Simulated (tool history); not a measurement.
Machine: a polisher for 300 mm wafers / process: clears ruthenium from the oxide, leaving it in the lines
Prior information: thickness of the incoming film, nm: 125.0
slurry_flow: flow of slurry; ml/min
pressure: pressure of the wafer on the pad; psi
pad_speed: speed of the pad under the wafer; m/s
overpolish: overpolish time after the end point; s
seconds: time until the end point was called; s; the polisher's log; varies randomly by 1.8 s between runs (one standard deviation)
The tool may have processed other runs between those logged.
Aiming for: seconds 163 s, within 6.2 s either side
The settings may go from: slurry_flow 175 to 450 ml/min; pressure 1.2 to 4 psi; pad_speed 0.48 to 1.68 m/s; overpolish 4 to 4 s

{"run": 1, "hour": 0.0, "slurry_flow": 290, "pressure": 2.6, "pad_speed": 1.08, "overpolish": 4, "seconds": 102.44}
{"run": 2, "hour": 4.5, "slurry_flow": 290, "pressure": 2.6, "pad_speed": 1.08, "overpolish": 4, "seconds": 103.69}
{"run": 3, "hour": 10.7, "slurry_flow": 290, "pressure": 2.3, "pad_speed": 1.08, "overpolish": 4, "seconds": 112.45}
{"run": 4, "hour": 17.5, "slurry_flow": 290, "pressure": 2, "pad_speed": 1.08, "overpolish": 4, "seconds": 130.43}
{"run": 5, "hour": 21.3, "slurry_flow": 290, "pressure": 1.9, "pad_speed": 1.08, "overpolish": 4, "seconds": 140.79}
{"run": 6, "hour": 28.7, "slurry_flow": 290, "pressure": 1.8, "pad_speed": 1.08, "overpolish": 4, "seconds": 147.38}
{"run": 7, "hour": 35.8, "slurry_flow": 290, "pressure": 1.8, "pad_speed": 1.08, "overpolish": 4, "seconds": 144.12}
{"run": 8, "hour": 37.9, "slurry_flow": 290, "pressure": 1.7, "pad_speed": 1.08, "overpolish": 4, "seconds": 152.05}

Which of these 5 next moves meets every target?
{"run": "A", "hour": 40.0, "slurry_flow": 320, "pressure": 1.9, "pad_speed": 1.02, "overpolish": 4, "seconds": "?"}
{"run": "B", "hour": 40.0, "slurry_flow": 270, "pressure": 2, "pad_speed": 0.96, "overpolish": 4, "seconds": "?"}
{"run": "C", "hour": 40.0, "slurry_flow": 365, "pressure": 1.6, "pad_speed": 1.06, "overpolish": 4, "seconds": "?"}
{"run": "D", "hour": 40.0, "slurry_flow": 310, "pressure": 1.6, "pad_speed": 1.16, "overpolish": 4, "seconds": "?"}
{"run": "E", "hour": 40.0, "slurry_flow": 255, "pressure": 1.9, "pad_speed": 1.06, "overpolish": 4, "seconds": "?"}

move=A seconds=145.54
move=B seconds=149.36
move=C seconds=163.47
move=D seconds=151.84
move=E seconds=143.44
A: the biggest miss grows against the last run
B: the biggest miss grows against the last run
C: all results in spec
D: about the same distance from the targets as the last run
E: the biggest miss grows against the last run
C is the move that brings every result within its allowed miss.
